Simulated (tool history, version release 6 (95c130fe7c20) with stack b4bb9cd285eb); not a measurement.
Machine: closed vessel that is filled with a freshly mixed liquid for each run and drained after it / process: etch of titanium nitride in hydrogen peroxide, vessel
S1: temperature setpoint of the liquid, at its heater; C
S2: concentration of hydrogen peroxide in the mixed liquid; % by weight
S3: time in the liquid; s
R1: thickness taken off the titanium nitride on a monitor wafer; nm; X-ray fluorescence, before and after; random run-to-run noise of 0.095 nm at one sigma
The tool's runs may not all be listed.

run  hour    S1    S2   S3      R1
  1   0.0  52.0  16.0  175  5.7834
  2   4.0  58.0  16.0  175  8.7951
  3   6.2  58.0  16.0   85  4.2329
  4   7.6  58.0  18.5   85  4.3859
  5  11.9  62.0  18.5   85  5.8022
  6  19.7  63.0  17.0  105  7.5890
  7  26.1  63.5  16.0  105  7.5732

Run 8 comes next. What will it give?
  8  31.4  64.0  15.0  120   ?

{"run 8": {"R1": 8.9053}}

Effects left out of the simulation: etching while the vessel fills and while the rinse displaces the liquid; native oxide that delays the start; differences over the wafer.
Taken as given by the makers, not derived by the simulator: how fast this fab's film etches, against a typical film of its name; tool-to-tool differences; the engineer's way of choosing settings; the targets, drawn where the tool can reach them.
